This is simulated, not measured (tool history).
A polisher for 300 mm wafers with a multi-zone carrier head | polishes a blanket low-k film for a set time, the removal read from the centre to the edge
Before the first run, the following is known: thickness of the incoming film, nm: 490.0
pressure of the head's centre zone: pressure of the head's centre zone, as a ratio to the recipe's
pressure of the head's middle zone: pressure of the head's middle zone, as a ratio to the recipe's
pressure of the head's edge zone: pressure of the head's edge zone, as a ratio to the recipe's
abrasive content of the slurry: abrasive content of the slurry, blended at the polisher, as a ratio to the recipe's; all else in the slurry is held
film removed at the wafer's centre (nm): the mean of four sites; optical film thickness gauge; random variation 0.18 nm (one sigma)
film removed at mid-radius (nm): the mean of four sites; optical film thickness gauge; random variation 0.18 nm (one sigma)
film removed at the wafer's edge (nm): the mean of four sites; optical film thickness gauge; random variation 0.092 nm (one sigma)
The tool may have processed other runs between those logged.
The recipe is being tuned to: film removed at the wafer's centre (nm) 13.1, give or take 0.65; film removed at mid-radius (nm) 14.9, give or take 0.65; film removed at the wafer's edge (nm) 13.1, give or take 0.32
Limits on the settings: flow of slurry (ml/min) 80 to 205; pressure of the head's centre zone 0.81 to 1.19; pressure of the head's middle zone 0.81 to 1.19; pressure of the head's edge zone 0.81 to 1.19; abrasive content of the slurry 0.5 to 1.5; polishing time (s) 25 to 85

| run | hour | flow of slurry (ml/min) | pressure of the head's centre zone | pressure of the head's middle zone | pressure of the head's edge zone | abrasive content of the slurry | polishing time (s) | film removed at the wafer's centre (nm) | film removed at mid-radius (nm) | film removed at the wafer's edge (nm) |
|---|---|---|---|---|---|---|---|---|---|---|
| 1 | 0 | 135 | 1 | 1 | 1 | 1 | 55 | 18.007 | 17.66 | 17.818 |
| 2 | 3.7 | 135 | 1 | 1 | 1 | 1 | 69 | 22.466 | 22.081 | 22.659 |
| 3 | 5 | 135 | 1 | 1 | 1 | 0.85 | 69 | 20.761 | 20.386 | 20.84 |
| 4 | 13.5 | 160 | 1 | 1 | 1 | 0.85 | 69 | 21.531 | 20.995 | 21.195 |
| 5 | 15.3 | 160 | 0.97 | 1.02 | 0.96 | 0.75 | 65 | 18.171 | 19.333 | 18.339 |
| 6 | 21.1 | 160 | 0.97 | 1.02 | 0.99 | 0.75 | 65 | 18.864 | 18.826 | 18.775 |
| 7 | 29.1 | 155 | 0.97 | 1.01 | 0.94 | 0.65 | 63 | 16.592 | 17.213 | 16.244 |
| 8 | 32.3 | 145 | 0.95 | 0.99 | 0.9 | 0.6 | 63 | 15.509 | 15.977 | 15.108 |
| 9 | 36 | 135 | 0.93 | 1 | 0.87 | 0.6 | 63 | 14.8 | 15.666 | 14.828 |
| 10 | 37.5 | 130 | 0.93 | 1.02 | 0.85 | 0.55 | 63 | 13.841 | 15.294 | 13.835 |
| 11 | 38 | 125 | 0.93 | 1.03 | 0.84 | 0.55 | 63 | 13.629 | 14.934 | 13.696 |

Exactly one of the 4 candidate moves below puts every result within its allowed miss. Which one?
| A | 38.5 | 150 | 0.92 | 1.08 | 0.87 | 0.5 | 61 | ? | ? | ? |
| B | 38.5 | 115 | 0.89 | 0.99 | 0.85 | 0.6 | 65 | ? | ? | ? |
| C | 38.5 | 115 | 0.82 | 1.04 | 0.97 | 0.65 | 61 | ? | ? | ? |
| D | 38.5 | 125 | 0.95 | 0.96 | 0.84 | 0.6 | 58 | ? | ? | ? |

| move | film removed at the wafer's centre (nm) | film removed at mid-radius (nm) | film removed at the wafer's edge (nm) |
|---|---|---|---|
| A | 12.992 | 14.943 | 13.057 |
| B | 13.82 | 15.411 | 14.635 |
| C | 12.48 | 15.757 | 15.24 |
| D | 13.504 | 13.696 | 13.197 |
A: meets every target
B: its largest miss is bigger than the last run's
C: its largest miss is bigger than the last run's
D: the furthest-off result lands on target, but another misses its tolerance
A meets every target.
